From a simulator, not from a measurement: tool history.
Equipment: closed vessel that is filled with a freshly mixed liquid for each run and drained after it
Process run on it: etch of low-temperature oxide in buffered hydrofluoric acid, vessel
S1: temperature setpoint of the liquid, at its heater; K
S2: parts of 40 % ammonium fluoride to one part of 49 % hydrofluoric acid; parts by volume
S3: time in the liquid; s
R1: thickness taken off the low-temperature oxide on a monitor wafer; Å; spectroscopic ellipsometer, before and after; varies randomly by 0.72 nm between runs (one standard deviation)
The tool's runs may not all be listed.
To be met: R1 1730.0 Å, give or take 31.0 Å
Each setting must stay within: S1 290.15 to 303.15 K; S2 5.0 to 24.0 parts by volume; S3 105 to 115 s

| run | hour | S1 | S2 | S3 | R1 |
|---|---|---|---|---|---|
| 1 | 0.0 | 295.15 | 14.5 | 105 | 3026.7 |
| 2 | 4.2 | 298.65 | 14.5 | 105 | 3648.0 |
| 3 | 5.2 | 296.15 | 16.0 | 105 | 2901.1 |
| 4 | 6.6 | 296.15 | 16.0 | 105 | 2886.1 |
| 5 | 12.0 | 298.65 | 16.0 | 105 | 3324.0 |
| 6 | 16.9 | 296.15 | 17.0 | 105 | 2723.5 |
| 7 | 23.9 | 294.15 | 17.5 | 105 | 2372.3 |
| 8 | 29.8 | 293.15 | 18.0 | 105 | 2172.2 |
| 9 | 36.6 | 293.15 | 18.0 | 105 | 2184.8 |
| 10 | 44.8 | 292.15 | 18.5 | 105 | 2022.3 |
| 11 | 46.8 | 291.65 | 19.0 | 105 | 1907.2 |

4 next moves are on the table. One of them brings every result within its allowed miss. Which?
| A | 48.8 | 290.15 | 20.5 | 105 | ? |
| B | 48.8 | 290.15 | 19.5 | 110 | ? |
| C | 48.8 | 290.65 | 21.5 | 105 | ? |
| D | 48.8 | 291.15 | 20.5 | 105 | ? |

| move | R1 |
|---|---|
| A | 1645.6 |
| B | 1798.0 |
| C | 1638.2 |
| D | 1741.5 |
A: takes the result that was furthest off past its target
B: closes in on the targets versus the last run, not all within tolerance yet
C: takes the result that was furthest off past its target
D: meets every target
The move that meets every target is D.
